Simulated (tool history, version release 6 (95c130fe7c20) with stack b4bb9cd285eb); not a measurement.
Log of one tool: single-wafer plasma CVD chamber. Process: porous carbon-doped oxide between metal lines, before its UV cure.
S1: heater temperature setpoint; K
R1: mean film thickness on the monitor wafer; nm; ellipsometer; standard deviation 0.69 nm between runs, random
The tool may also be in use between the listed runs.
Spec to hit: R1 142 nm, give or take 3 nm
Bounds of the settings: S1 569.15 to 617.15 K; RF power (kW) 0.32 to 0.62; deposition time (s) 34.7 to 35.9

run 1 hour=0 | S1=593.15 RF_power_(kW)=0.47 deposition_time_(s)=34.7 | R1=158.51
run 2 hour=3.7 | S1=596.15 RF_power_(kW)=0.465 deposition_time_(s)=34.7 | R1=155.16
run 3 hour=8.9 | S1=601.15 RF_power_(kW)=0.465 deposition_time_(s)=34.7 | R1=150.54
run 4 hour=16.3 | S1=602.15 RF_power_(kW)=0.465 deposition_time_(s)=34.7 | R1=149.58
run 5 hour=18.1 | S1=602.15 RF_power_(kW)=0.41 deposition_time_(s)=34.7 | R1=137.66
run 6 hour=22.5 | S1=601.15 RF_power_(kW)=0.41 deposition_time_(s)=34.7 | R1=138.74
run 7 hour=31.3 | S1=600.15 RF_power_(kW)=0.41 deposition_time_(s)=34.7 | R1=138.45
run 8 hour=33.4 | S1=599.15 RF_power_(kW)=0.41 deposition_time_(s)=34.7 | R1=138.7

Next run, 4 choices. One meets every target within its allowed miss, the rest don't. Which?
run A hour=35.5 | S1=596.15 RF_power_(kW)=0.39 deposition_time_(s)=34.7 | R1=?
run B hour=35.5 | S1=599.15 RF_power_(kW)=0.39 deposition_time_(s)=34.7 | R1=?
run C hour=35.5 | S1=607.15 RF_power_(kW)=0.415 deposition_time_(s)=34.7 | R1=?
run D hour=35.5 | S1=614.15 RF_power_(kW)=0.435 deposition_time_(s)=35.9 | R1=?

move=A R1=135.78
move=B R1=134.02
move=C R1=135.77
move=D R1=141.41
A: its largest miss is bigger than the last run's
B: its largest miss is bigger than the last run's
C: its largest miss is bigger than the last run's
D: in spec on every target
The move that meets every target is D.
